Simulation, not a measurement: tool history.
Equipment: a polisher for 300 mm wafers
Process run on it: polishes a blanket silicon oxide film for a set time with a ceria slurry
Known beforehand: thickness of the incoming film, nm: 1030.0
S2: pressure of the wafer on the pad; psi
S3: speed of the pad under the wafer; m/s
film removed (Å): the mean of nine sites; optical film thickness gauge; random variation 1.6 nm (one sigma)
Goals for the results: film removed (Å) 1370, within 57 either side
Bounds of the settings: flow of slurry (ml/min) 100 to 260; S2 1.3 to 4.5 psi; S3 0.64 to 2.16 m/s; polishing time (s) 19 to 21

run 1 hour=0 | flow_of_slurry_(ml/min)=165 S2=2.9 S3=1.4 polishing_time_(s)=21 | film_removed_(Å)=967.66
run 2 hour=2.4 | flow_of_slurry_(ml/min)=165 S2=2.4 S3=1.4 polishing_time_(s)=21 | film_removed_(Å)=797.84
run 3 hour=3.1 | flow_of_slurry_(ml/min)=125 S2=2.4 S3=1.4 polishing_time_(s)=21 | film_removed_(Å)=767.34
run 4 hour=4.7 | flow_of_slurry_(ml/min)=125 S2=2.4 S3=1.4 polishing_time_(s)=21 | film_removed_(Å)=769.38
run 5 hour=7.6 | flow_of_slurry_(ml/min)=125 S2=2.4 S3=1.4 polishing_time_(s)=21 | film_removed_(Å)=786.09
run 6 hour=14.2 | flow_of_slurry_(ml/min)=125 S2=2.4 S3=1.62 polishing_time_(s)=21 | film_removed_(Å)=900
run 7 hour=22 | flow_of_slurry_(ml/min)=125 S2=2.6 S3=1.62 polishing_time_(s)=21 | film_removed_(Å)=975.6
run 8 hour=24.1 | flow_of_slurry_(ml/min)=125 S2=2.8 S3=1.62 polishing_time_(s)=21 | film_removed_(Å)=1026.7
run 9 hour=26.5 | flow_of_slurry_(ml/min)=130 S2=3 S3=1.62 polishing_time_(s)=21 | film_removed_(Å)=1118.5
-- hour=35.4 head pressure recalibrated
run 10 hour=35.4 | flow_of_slurry_(ml/min)=135 S2=3.1 S3=1.62 polishing_time_(s)=21 | film_removed_(Å)=1210.2
run 11 hour=43.8 | flow_of_slurry_(ml/min)=135 S2=3.2 S3=1.62 polishing_time_(s)=21 | film_removed_(Å)=1257.5
run 12 hour=50.2 | flow_of_slurry_(ml/min)=140 S2=3.3 S3=1.62 polishing_time_(s)=21 | film_removed_(Å)=1268.8
run 13 hour=56.4 | flow_of_slurry_(ml/min)=140 S2=3.3 S3=1.62 polishing_time_(s)=21 | film_removed_(Å)=1299.6

Which single option among these 5 for the next run brings every result within its allowed miss of target? Just one does.
run A hour=62.6 | flow_of_slurry_(ml/min)=105 S2=3.4 S3=1.54 polishing_time_(s)=21 | film_removed_(Å)=?
run B hour=62.6 | flow_of_slurry_(ml/min)=120 S2=3.3 S3=1.56 polishing_time_(s)=21 | film_removed_(Å)=?
run C hour=62.6 | flow_of_slurry_(ml/min)=140 S2=3.1 S3=1.66 polishing_time_(s)=20 | film_removed_(Å)=?
run D hour=62.6 | flow_of_slurry_(ml/min)=140 S2=3.1 S3=1.8 polishing_time_(s)=21 | film_removed_(Å)=?
run E hour=62.6 | flow_of_slurry_(ml/min)=175 S2=3.8 S3=1.56 polishing_time_(s)=21 | film_removed_(Å)=?

move=A film_removed_(Å)=1166
move=B film_removed_(Å)=1183.2
move=C film_removed_(Å)=1164.1
move=D film_removed_(Å)=1322.8
move=E film_removed_(Å)=1445.3
A: further off than the last run
B: further off than the last run
C: further off than the last run
D: all results in spec
E: moves the result that the last run missed by most past its target, out the other side
D is the move that brings every result within its allowed miss.
